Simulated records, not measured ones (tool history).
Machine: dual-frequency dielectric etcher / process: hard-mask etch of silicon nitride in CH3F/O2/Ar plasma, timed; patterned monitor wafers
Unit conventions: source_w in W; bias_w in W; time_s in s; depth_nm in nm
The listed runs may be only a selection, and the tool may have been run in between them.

run    day  source_w  bias_w  time_s  depth_nm
  1      0       440      82   155.5    113.71
  2  0.346       450      82   155.5    113.48
  3  0.625       450      82     142    103.86
  4  0.962       470      85   142.5    107.65
  5  1.188       470      85     142    107.83
  6  1.438       470      85     142    108.48
  7  1.808       560      89   142.5    119.63

Run 8, settings as shown, results not yet in. Your forecast:
  8  2.171       580      89   142.5         ?

{"run 8": {"depth_nm": 120.48}}
